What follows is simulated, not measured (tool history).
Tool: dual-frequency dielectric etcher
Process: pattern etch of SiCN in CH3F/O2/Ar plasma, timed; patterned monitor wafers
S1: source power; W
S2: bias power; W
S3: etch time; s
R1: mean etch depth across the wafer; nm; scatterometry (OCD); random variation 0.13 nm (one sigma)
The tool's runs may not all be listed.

{"run": 1, "hour": 0.0, "S1": 450, "S2": 71, "S3": 53.5, "R1": 21.219}
{"run": 2, "hour": 7.5, "S1": 480, "S2": 73, "S3": 53.5, "R1": 21.828}
{"run": 3, "hour": 12.1, "S1": 420, "S2": 73, "S3": 53.5, "R1": 20.629}
{"run": 4, "hour": 18.7, "S1": 420, "S2": 66, "S3": 53.5, "R1": 20.29}
{"run": 5, "hour": 20.5, "S1": 420, "S2": 66, "S3": 53.5, "R1": 20.353}
{"run": 6, "hour": 21.3, "S1": 470, "S2": 69, "S3": 53.5, "R1": 21.395}
{"run": 7, "hour": 24.0, "S1": 470, "S2": 69, "S3": 53.5, "R1": 21.646}
{"run": 8, "hour": 32.9, "S1": 500, "S2": 70, "S3": 53.5, "R1": 22.013}

Forecast run 9:
{"run": 9, "hour": 35.7, "S1": 520, "S2": 72, "S3": 53.5, "R1": "?"}

R1: 22.903 nm
